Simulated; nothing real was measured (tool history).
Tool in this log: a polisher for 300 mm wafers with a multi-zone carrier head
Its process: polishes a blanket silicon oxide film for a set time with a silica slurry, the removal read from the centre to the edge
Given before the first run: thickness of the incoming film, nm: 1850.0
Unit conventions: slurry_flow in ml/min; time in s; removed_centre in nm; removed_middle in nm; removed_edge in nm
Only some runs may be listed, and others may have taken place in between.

{"run": 1, "hour": 0.0, "slurry_flow": 260, "centre_zone": 1, "middle_zone": 1, "edge_zone": 1, "slurry_solids": 1, "time": 63, "removed_centre": 130.12, "removed_middle": 119.46, "removed_edge": 125.36}
{"run": 2, "hour": 4.9, "slurry_flow": 260, "centre_zone": 1, "middle_zone": 1, "edge_zone": 0.97, "slurry_solids": 1, "time": 63, "removed_centre": 128.27, "removed_middle": 120.26, "removed_edge": 123.28}
{"run": 3, "hour": 5.9, "slurry_flow": 260, "centre_zone": 1, "middle_zone": 0.93, "edge_zone": 0.97, "slurry_solids": 1, "time": 63, "removed_centre": 131.68, "removed_middle": 114.64, "removed_edge": 123.11}
{"run": 4, "hour": 14.0, "slurry_flow": 265, "centre_zone": 1, "middle_zone": 0.97, "edge_zone": 0.99, "slurry_solids": 1.05, "time": 63, "removed_centre": 131.8, "removed_middle": 118.13, "removed_edge": 124.6}
{"run": 5, "hour": 22.8, "slurry_flow": 260, "centre_zone": 0.98, "middle_zone": 0.99, "edge_zone": 1, "slurry_solids": 1.15, "time": 64, "removed_centre": 135.22, "removed_middle": 127.4, "removed_edge": 132.19}
{"run": 6, "hour": 24.2, "slurry_flow": 260, "centre_zone": 0.98, "middle_zone": 1.01, "edge_zone": 1.02, "slurry_solids": 1.2, "time": 64, "removed_centre": 137.24, "removed_middle": 129.48, "removed_edge": 135.54}

Run 7, settings as shown, results not yet in. Your forecast:
{"run": 7, "hour": 27.5, "slurry_flow": 260, "centre_zone": 0.98, "middle_zone": 1.04, "edge_zone": 1.04, "slurry_solids": 1.25, "time": 64, "removed_centre": "?", "removed_middle": "?", "removed_edge": "?"}

removed_centre: 140.34 nm
removed_middle: 137.91 nm
removed_edge: 139.25 nm

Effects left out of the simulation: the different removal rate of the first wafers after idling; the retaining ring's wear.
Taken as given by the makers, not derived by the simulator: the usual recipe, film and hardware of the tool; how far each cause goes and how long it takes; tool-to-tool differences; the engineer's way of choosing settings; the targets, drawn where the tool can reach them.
